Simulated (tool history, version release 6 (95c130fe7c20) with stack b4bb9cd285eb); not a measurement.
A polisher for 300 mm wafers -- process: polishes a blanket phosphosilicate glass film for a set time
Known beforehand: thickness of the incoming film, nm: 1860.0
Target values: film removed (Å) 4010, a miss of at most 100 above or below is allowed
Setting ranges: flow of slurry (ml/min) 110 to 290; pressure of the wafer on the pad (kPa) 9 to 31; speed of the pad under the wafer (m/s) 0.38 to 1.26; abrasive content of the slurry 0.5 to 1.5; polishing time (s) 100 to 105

run,hour,flow of slurry (ml/min),pressure of the wafer on the pad (kPa),speed of the pad under the wafer (m/s),abrasive content of the slurry,polishing time (s),film removed (Å)
1,0,185,20,0.82,1,100,5499.3
2,3,185,20,0.82,1,100,5582.9
3,5.8,180,18.6,0.82,1,100,5234.7
4,12.9,180,23.4,0.82,1,100,6404.7
5,18.2,180,23.4,0.82,1,100,6414.3
6,27.1,175,21.4,0.82,1,100,5819.5
7,30,170,20,0.82,1,100,5398.4
8,31.2,160,19.3,0.82,1,100,5198.1
9,39.2,145,13.8,0.82,1,100,3696
10,46.3,150,13.8,0.82,1,100,3785
11,53.8,155,13.8,0.82,1,100,3801.4

Which single option among these 4 for the next run brings every result within its allowed miss of target? Just one does.
A,61.3,135,13.1,0.88,0.95,100,?
B,61.3,200,11,0.98,1,105,?
C,61.3,140,13.8,0.9,0.8,105,?
D,61.3,160,15.9,0.62,1.15,105,?

move,film removed (Å)
A,3530.7
B,3726.5
C,3662
D,3976.4
A: its largest miss is bigger than the last run's
B: its largest miss is bigger than the last run's
C: its largest miss is bigger than the last run's
D: all results land within tolerance of their targets
D is the move that brings every result within its allowed miss.
